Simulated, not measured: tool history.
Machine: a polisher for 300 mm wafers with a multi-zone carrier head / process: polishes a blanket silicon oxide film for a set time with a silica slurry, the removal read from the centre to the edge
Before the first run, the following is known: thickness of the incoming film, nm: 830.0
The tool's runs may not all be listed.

| run | hour | flow of slurry (ml/min) | pressure of the head's centre zone | pressure of the head's middle zone | pressure of the head's edge zone | abrasive content of the slurry | polishing time (s) | film removed at the wafer's centre (Å) | film removed at mid-radius (Å) | film removed at the wafer's edge (Å) |
|---|---|---|---|---|---|---|---|---|---|---|
| 1 | 0.0 | 205 | 1.00 | 1.00 | 1.00 | 1.00 | 34 | 981.50 | 924.02 | 924.23 |
| 2 | 8.8 | 200 | 0.97 | 1.00 | 0.97 | 0.90 | 31 | 798.56 | 804.15 | 794.60 |
| 3 | 16.6 | 200 | 0.97 | 1.00 | 0.97 | 0.90 | 39 | 1012.80 | 1037.30 | 981.35 |
| 4 | 24.4 | 195 | 0.97 | 1.00 | 0.94 | 0.80 | 35 | 839.69 | 863.70 | 825.56 |
| 5 | 33.4 | 195 | 0.97 | 1.00 | 0.94 | 0.70 | 35 | 785.43 | 811.69 | 761.98 |
| 6 | 35.3 | 195 | 0.97 | 0.94 | 0.94 | 0.70 | 35 | 804.09 | 790.62 | 770.75 |
| 7 | 43.5 | 190 | 0.96 | 0.95 | 0.92 | 0.65 | 32 | 688.50 | 685.39 | 678.13 |
| 8 | 49.5 | 190 | 0.96 | 0.97 | 0.90 | 0.60 | 29 | 605.28 | 604.19 | 567.41 |
| 9 | 51.6 | 180 | 0.94 | 0.96 | 0.89 | 0.60 | 28 | 560.64 | 561.92 | 544.88 |
| 10 | 56.3 | 175 | 0.92 | 0.96 | 0.87 | 0.60 | 27 | 518.30 | 546.87 | 519.66 |
| 11 | 63.0 | 170 | 0.91 | 0.96 | 0.86 | 0.60 | 26 | 491.81 | 525.04 | 504.01 |
| 12 | 64.1 | 170 | 0.91 | 0.96 | 0.85 | 0.60 | 25 | 477.18 | 511.42 | 470.81 |

For run 13, what comes out?
| 13 | 70.0 | 165 | 0.90 | 0.95 | 0.84 | 0.60 | 25 | ? | ? | ? |

Logged for run 13: film removed at the wafer's centre (Å) 470.55, film removed at mid-radius (Å) 504.46, film removed at the wafer's edge (Å) 467.27.

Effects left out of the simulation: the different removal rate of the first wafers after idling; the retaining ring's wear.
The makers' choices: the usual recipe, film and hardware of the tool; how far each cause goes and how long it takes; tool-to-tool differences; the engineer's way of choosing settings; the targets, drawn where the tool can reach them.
